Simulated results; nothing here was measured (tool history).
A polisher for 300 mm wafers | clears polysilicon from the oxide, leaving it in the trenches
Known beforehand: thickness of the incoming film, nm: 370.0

run	day	flow of slurry (ml/min)	pressure of the wafer on the pad (kPa)	speed of the pad under the wafer (cm/s)	overpolish time after the end point (s)	time until the end point was called (s)	dishing of a wide line in a test structure (Å)
1	0.000	310	20.7	92	12	30.200	407.34
2	0.038	310	17.2	92	12	36.647	414.87
3	0.200	310	17.2	110	12	31.345	421.42
4	0.512	255	17.2	110	12	31.805	416.60
5	0.750	255	17.2	110	15	31.885	420.22
6	1.067	255	17.2	126	15	28.042	435.53
7	1.179	245	15.9	120	14	32.731	420.91

What does the tool deliver on the next run?
8	1.517	245	15.9	120	14	?	?

{"run 8": {"time until the end point was called (s)": 31.926, "dishing of a wide line in a test structure (Å)": 415.26}}
